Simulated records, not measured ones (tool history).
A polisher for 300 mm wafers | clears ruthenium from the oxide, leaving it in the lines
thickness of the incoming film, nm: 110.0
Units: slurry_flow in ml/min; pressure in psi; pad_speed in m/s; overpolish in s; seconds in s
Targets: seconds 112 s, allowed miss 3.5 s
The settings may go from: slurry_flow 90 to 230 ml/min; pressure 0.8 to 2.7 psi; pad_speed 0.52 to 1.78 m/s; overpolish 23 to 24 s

run 1 hour=0 | slurry_flow=150 pressure=1.7 pad_speed=1.14 overpolish=23 | seconds=82.237
run 2 hour=4.3 | slurry_flow=145 pressure=1.5 pad_speed=1.14 overpolish=23 | seconds=93.118
run 3 hour=8.2 | slurry_flow=140 pressure=1.4 pad_speed=1.14 overpolish=23 | seconds=101.64
run 4 hour=13.8 | slurry_flow=155 pressure=1.4 pad_speed=1.14 overpolish=23 | seconds=100.11
run 5 hour=21.6 | slurry_flow=155 pressure=1.3 pad_speed=1.14 overpolish=23 | seconds=106.64
run 6 hour=23.4 | slurry_flow=155 pressure=1.5 pad_speed=1.14 overpolish=23 | seconds=92.595
run 7 hour=30.5 | slurry_flow=135 pressure=1.2 pad_speed=1.14 overpolish=23 | seconds=117.65
run 8 hour=32.2 | slurry_flow=140 pressure=1.2 pad_speed=1.14 overpolish=23 | seconds=116.15
run 9 hour=40.8 | slurry_flow=145 pressure=1.2 pad_speed=1.14 overpolish=23 | seconds=115.95

5 next moves are on the table. One of them brings every result within its allowed miss. Which?
run A hour=49.4 | slurry_flow=165 pressure=1.1 pad_speed=1.16 overpolish=24 | seconds=?
run B hour=49.4 | slurry_flow=160 pressure=1 pad_speed=1.24 overpolish=23 | seconds=?
run C hour=49.4 | slurry_flow=130 pressure=1 pad_speed=1.3 overpolish=24 | seconds=?
run D hour=49.4 | slurry_flow=180 pressure=0.8 pad_speed=1.68 overpolish=24 | seconds=?
run E hour=49.4 | slurry_flow=155 pressure=1.1 pad_speed=1.16 overpolish=24 | seconds=?

move=A seconds=120.58
move=B seconds=124.29
move=C seconds=122.52
move=D seconds=112.27
move=E seconds=121.66
A: further off than the last run
B: further off than the last run
C: further off than the last run
D: meets every target
E: further off than the last run
Move D is the one to make.
